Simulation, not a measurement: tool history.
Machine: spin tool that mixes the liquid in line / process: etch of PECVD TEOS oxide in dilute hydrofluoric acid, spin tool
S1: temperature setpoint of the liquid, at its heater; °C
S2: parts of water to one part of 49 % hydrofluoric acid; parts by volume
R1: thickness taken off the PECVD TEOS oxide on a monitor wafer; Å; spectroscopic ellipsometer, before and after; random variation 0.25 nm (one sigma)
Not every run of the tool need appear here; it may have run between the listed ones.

Run 1, hour 0: S1 24 °C, S2 285 parts by volume, time under the liquid (s) 325. Result: R1 139.04 Å.
Run 2, hour 8.5: S1 24 °C, S2 285 parts by volume, time under the liquid (s) 345. Result: R1 147.73 Å.
Run 3, hour 15.8: S1 21.5 °C, S2 285 parts by volume, time under the liquid (s) 345. Result: R1 135.49 Å.
Run 4, hour 22.7: S1 21.5 °C, S2 245 parts by volume, time under the liquid (s) 345. Result: R1 161.2 Å.
Run 5, hour 26.3: S1 24.5 °C, S2 225 parts by volume, time under the liquid (s) 345. Result: R1 201.69 Å.
Run 6, hour 33.6: S1 28 °C, S2 225 parts by volume, time under the liquid (s) 345. Result: R1 225.8 Å.
Run 7, hour 35.9: S1 29 °C, S2 210 parts by volume, time under the liquid (s) 345. Result: R1 260.85 Å.
Run 8, hour 41.1: S1 29 °C, S2 210 parts by volume, time under the liquid (s) 345. Result: R1 258.6 Å.
Run 9, hour 45.7: S1 30 °C, S2 205 parts by volume, time under the liquid (s) 345. Result: R1 271.48 Å.
Run 10, hour 53.6: S1 32 °C, S2 180 parts by volume, time under the liquid (s) 345. Result: R1 343.42 Å.
Run 11, hour 56: S1 31.5 °C, S2 180 parts by volume, time under the liquid (s) 345. Result: R1 339.44 Å.

What does the tool deliver on the next run?
Run 12, hour 62.2: S1 31 °C, S2 180 parts by volume, time under the liquid (s) 345. Result: R1 ?.

R1: 337.16 Å
